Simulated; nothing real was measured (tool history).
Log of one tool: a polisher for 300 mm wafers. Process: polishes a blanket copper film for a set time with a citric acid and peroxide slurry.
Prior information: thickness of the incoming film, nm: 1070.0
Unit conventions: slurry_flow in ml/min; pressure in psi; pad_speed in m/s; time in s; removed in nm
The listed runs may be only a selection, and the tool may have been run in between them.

{"run": 1, "hour": 0.0, "slurry_flow": 240, "pressure": 4.1, "pad_speed": 1.24, "slurry_solids": 1.0, "time": 83, "removed": 249.15}
{"run": 2, "hour": 8.0, "slurry_flow": 240, "pressure": 4.7, "pad_speed": 1.24, "slurry_solids": 1.0, "time": 83, "removed": 279.65}
{"run": 3, "hour": 12.5, "slurry_flow": 240, "pressure": 4.7, "pad_speed": 1.24, "slurry_solids": 1.0, "time": 83, "removed": 283.64}
{"run": 4, "hour": 16.2, "slurry_flow": 240, "pressure": 4.2, "pad_speed": 1.24, "slurry_solids": 1.0, "time": 83, "removed": 256.06}
{"run": 5, "hour": 16.8, "slurry_flow": 240, "pressure": 4.2, "pad_speed": 1.24, "slurry_solids": 1.1, "time": 83, "removed": 262.07}
{"run": 6, "hour": 20.8, "slurry_flow": 240, "pressure": 3.9, "pad_speed": 1.2, "slurry_solids": 1.1, "time": 83, "removed": 236.11}
{"run": 7, "hour": 24.3, "slurry_flow": 240, "pressure": 3.6, "pad_speed": 1.18, "slurry_solids": 1.1, "time": 83, "removed": 213.35}
{"run": 8, "hour": 32.3, "slurry_flow": 240, "pressure": 3.4, "pad_speed": 1.16, "slurry_solids": 1.1, "time": 83, "removed": 199.58}

Run 9, settings as shown, results not yet in. Your forecast:
{"run": 9, "hour": 39.5, "slurry_flow": 240, "pressure": 3.2, "pad_speed": 1.16, "slurry_solids": 1.1, "time": 83, "removed": "?"}

{"run 9": {"removed": 186.44}}
